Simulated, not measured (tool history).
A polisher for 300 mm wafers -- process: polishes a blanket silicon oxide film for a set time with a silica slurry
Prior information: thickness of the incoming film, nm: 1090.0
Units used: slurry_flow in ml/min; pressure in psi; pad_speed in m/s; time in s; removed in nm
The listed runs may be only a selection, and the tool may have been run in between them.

{"run": 1, "hour": 0.0, "slurry_flow": 300, "pressure": 2.9, "pad_speed": 1.36, "slurry_solids": 1, "time": 99, "removed": 234.05}
{"run": 2, "hour": 5.4, "slurry_flow": 300, "pressure": 3.2, "pad_speed": 1.36, "slurry_solids": 1, "time": 99, "removed": 258.18}
{"run": 3, "hour": 9.5, "slurry_flow": 300, "pressure": 3.1, "pad_speed": 1.36, "slurry_solids": 1, "time": 99, "removed": 251.25}
{"run": 4, "hour": 13.6, "slurry_flow": 300, "pressure": 3.1, "pad_speed": 1.36, "slurry_solids": 1.2, "time": 99, "removed": 269.16}
{"run": 5, "hour": 22.2, "slurry_flow": 300, "pressure": 3.1, "pad_speed": 1.36, "slurry_solids": 1.4, "time": 99, "removed": 291.21}
{"run": 6, "hour": 29.5, "slurry_flow": 300, "pressure": 2.9, "pad_speed": 1.36, "slurry_solids": 1.4, "time": 99, "removed": 274.42}

Run 7 is up next; what results do you expect?
{"run": 7, "hour": 34.9, "slurry_flow": 300, "pressure": 2.8, "pad_speed": 1.36, "slurry_solids": 1.4, "time": 99, "removed": "?"}

{"run 7": {"removed": 263.16}}

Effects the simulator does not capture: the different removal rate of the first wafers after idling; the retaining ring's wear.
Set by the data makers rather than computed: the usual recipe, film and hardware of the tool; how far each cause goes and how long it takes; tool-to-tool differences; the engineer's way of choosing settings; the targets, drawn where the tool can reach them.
